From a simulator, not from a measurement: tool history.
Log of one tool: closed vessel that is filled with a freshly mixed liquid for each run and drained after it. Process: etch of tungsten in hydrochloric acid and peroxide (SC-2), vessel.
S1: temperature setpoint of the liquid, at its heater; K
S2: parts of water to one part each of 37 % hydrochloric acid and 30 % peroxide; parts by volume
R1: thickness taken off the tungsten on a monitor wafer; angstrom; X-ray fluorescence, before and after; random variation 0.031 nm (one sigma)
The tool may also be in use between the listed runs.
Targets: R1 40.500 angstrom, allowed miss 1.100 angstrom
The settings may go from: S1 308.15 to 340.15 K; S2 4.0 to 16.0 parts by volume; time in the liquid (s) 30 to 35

Run 1, hour 0.0: S1 324.15 K, S2 9.0 parts by volume, time in the liquid (s) 35. Result: R1 145.540 angstrom.
Run 2, hour 3.4: S1 322.15 K, S2 9.5 parts by volume, time in the liquid (s) 35. Result: R1 122.820 angstrom.
Run 3, hour 9.9: S1 322.15 K, S2 12.0 parts by volume, time in the liquid (s) 35. Result: R1 99.588 angstrom.
Run 4, hour 15.9: S1 322.15 K, S2 10.0 parts by volume, time in the liquid (s) 35. Result: R1 116.530 angstrom.
Run 5, hour 24.3: S1 320.15 K, S2 10.0 parts by volume, time in the liquid (s) 35. Result: R1 102.640 angstrom.
Run 6, hour 25.0: S1 320.15 K, S2 11.5 parts by volume, time in the liquid (s) 35. Result: R1 91.074 angstrom.
Run 7, hour 26.2: S1 318.65 K, S2 11.5 parts by volume, time in the liquid (s) 35. Result: R1 81.112 angstrom.
Run 8, hour 30.0: S1 317.15 K, S2 11.5 parts by volume, time in the liquid (s) 35. Result: R1 74.341 angstrom.

5 next moves are on the table. One of them brings every result within its allowed miss. Which?
Run A, hour 33.8: S1 309.65 K, S2 13.5 parts by volume, time in the liquid (s) 30. Result: R1 ?.
Run B, hour 33.8: S1 321.65 K, S2 11.0 parts by volume, time in the liquid (s) 35. Result: R1 ?.
Run C, hour 33.8: S1 309.65 K, S2 10.5 parts by volume, time in the liquid (s) 30. Result: R1 ?.
Run D, hour 33.8: S1 327.65 K, S2 10.5 parts by volume, time in the liquid (s) 35. Result: R1 ?.
Run E, hour 33.8: S1 325.65 K, S2 9.0 parts by volume, time in the liquid (s) 35. Result: R1 ?.

move       R1
   A   32.293
   B  103.940
   C   40.043
   D  160.680
   E  160.250
A: takes the result that was furthest off past its target
B: further off than the last run
C: meets every target
D: further off than the last run
E: further off than the last run
Move C is the one to make.
